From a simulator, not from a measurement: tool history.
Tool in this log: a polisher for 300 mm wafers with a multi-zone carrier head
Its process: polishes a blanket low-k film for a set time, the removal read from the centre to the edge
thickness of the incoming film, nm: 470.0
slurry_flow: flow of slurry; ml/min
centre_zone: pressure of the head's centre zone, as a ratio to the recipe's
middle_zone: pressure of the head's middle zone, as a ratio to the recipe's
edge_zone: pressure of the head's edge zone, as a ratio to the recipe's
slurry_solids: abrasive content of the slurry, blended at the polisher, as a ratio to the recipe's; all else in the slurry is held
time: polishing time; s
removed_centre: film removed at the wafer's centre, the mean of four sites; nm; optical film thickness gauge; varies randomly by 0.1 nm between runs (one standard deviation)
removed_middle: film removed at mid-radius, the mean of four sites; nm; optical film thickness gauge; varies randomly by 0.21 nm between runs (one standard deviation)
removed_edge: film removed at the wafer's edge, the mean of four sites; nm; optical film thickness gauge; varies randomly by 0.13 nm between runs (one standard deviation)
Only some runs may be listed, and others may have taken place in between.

| run | day | slurry_flow | centre_zone | middle_zone | edge_zone | slurry_solids | time | removed_centre | removed_middle | removed_edge |
|---|---|---|---|---|---|---|---|---|---|---|
| 1 | 0.000 | 310 | 1.00 | 1.00 | 1.00 | 1.00 | 33 | 12.123 | 12.038 | 11.865 |
| 2 | 0.125 | 310 | 1.01 | 0.99 | 1.03 | 1.10 | 33 | 12.870 | 12.193 | 12.547 |
| 3 | 0.417 | 310 | 0.97 | 0.99 | 1.03 | 1.10 | 33 | 12.306 | 12.338 | 12.649 |
| 4 | 0.462 | 310 | 0.97 | 0.99 | 1.03 | 1.10 | 27 | 10.046 | 10.087 | 10.305 |
| 5 | 0.538 | 310 | 0.98 | 0.99 | 1.05 | 1.15 | 28 | 10.803 | 11.076 | 10.954 |
| 6 | 0.642 | 305 | 0.98 | 0.97 | 1.06 | 1.20 | 29 | 11.072 | 11.070 | 11.436 |
| 7 | 0.842 | 305 | 0.99 | 0.96 | 1.08 | 1.25 | 30 | 11.756 | 11.564 | 12.172 |
| 8 | 1.100 | 305 | 1.00 | 0.95 | 1.09 | 1.30 | 31 | 12.466 | 11.865 | 12.714 |
| 9 | 1.425 | 305 | 1.00 | 0.94 | 1.10 | 1.35 | 32 | 12.998 | 12.323 | 13.355 |

Predict the results of run 10:
| 10 | 1.717 | 305 | 1.01 | 0.94 | 1.11 | 1.35 | 33 | ? | ? | ? |

removed_centre: 13.585 nm
removed_middle: 12.685 nm
removed_edge: 13.772 nm
